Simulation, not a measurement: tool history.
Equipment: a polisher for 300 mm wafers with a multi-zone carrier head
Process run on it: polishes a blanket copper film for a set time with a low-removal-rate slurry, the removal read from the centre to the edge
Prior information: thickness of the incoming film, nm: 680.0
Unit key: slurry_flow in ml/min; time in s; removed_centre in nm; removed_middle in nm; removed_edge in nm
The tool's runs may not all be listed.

run 1 hour=0 | slurry_flow=165 centre_zone=1 middle_zone=1 edge_zone=1 slurry_solids=1 time=77 | removed_centre=232.88 removed_middle=225.63 removed_edge=230.98
run 2 hour=4.5 | slurry_flow=165 centre_zone=1 middle_zone=1 edge_zone=0.93 slurry_solids=1 time=77 | removed_centre=230.87 removed_middle=223.5 removed_edge=222.58
run 3 hour=11.3 | slurry_flow=160 centre_zone=1 middle_zone=0.98 edge_zone=0.92 slurry_solids=0.9 time=72 | removed_centre=210.42 removed_middle=199.59 removed_edge=198.79
run 4 hour=16.8 | slurry_flow=160 centre_zone=1.06 middle_zone=0.98 edge_zone=0.92 slurry_solids=0.9 time=72 | removed_centre=217.51 removed_middle=200.63 removed_edge=201.6
run 5 hour=20.5 | slurry_flow=155 centre_zone=1.05 middle_zone=0.96 edge_zone=0.91 slurry_solids=0.85 time=69 | removed_centre=198.99 removed_middle=188.66 removed_edge=188.58
run 6 hour=23.3 | slurry_flow=155 centre_zone=1.07 middle_zone=0.93 edge_zone=0.91 slurry_solids=0.8 time=65 | removed_centre=191.02 removed_middle=167.77 removed_edge=174.98
run 7 hour=27 | slurry_flow=150 centre_zone=1.06 middle_zone=0.92 edge_zone=0.9 slurry_solids=0.75 time=63 | removed_centre=181.3 removed_middle=155.99 removed_edge=165.41
run 8 hour=30.9 | slurry_flow=145 centre_zone=1.04 middle_zone=0.92 edge_zone=0.89 slurry_solids=0.7 time=62 | removed_centre=172.33 removed_middle=152.07 removed_edge=160.9

What does the tool deliver on the next run?
run 9 hour=37.7 | slurry_flow=145 centre_zone=1.03 middle_zone=0.91 edge_zone=0.88 slurry_solids=0.65 time=61 | removed_centre=? removed_middle=? removed_edge=?

Run 9 measured removed_centre 168.59 nm, removed_middle 147.72 nm, removed_edge 153.98 nm.
